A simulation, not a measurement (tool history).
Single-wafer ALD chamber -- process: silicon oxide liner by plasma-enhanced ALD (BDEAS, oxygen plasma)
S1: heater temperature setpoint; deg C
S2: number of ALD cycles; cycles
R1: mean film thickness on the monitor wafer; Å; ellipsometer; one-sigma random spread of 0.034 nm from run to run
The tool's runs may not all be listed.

run  hour   S1  S2      R1
  1     0  325  84  83.733
  2   1.8  325  86  86.503
  3   8.6  325  87  86.838
  4   9.7  320  87  87.339
  5  11.3  320  81  81.621
  6  16.4  320  83  83.809
  7  20.8  320  85  85.422
  8  27.1  320  87  87.733

Run 9 has not been measured yet. What should we expect?
  9  29.8  320  88   ?

{"run 9": {"R1": 88.344}}

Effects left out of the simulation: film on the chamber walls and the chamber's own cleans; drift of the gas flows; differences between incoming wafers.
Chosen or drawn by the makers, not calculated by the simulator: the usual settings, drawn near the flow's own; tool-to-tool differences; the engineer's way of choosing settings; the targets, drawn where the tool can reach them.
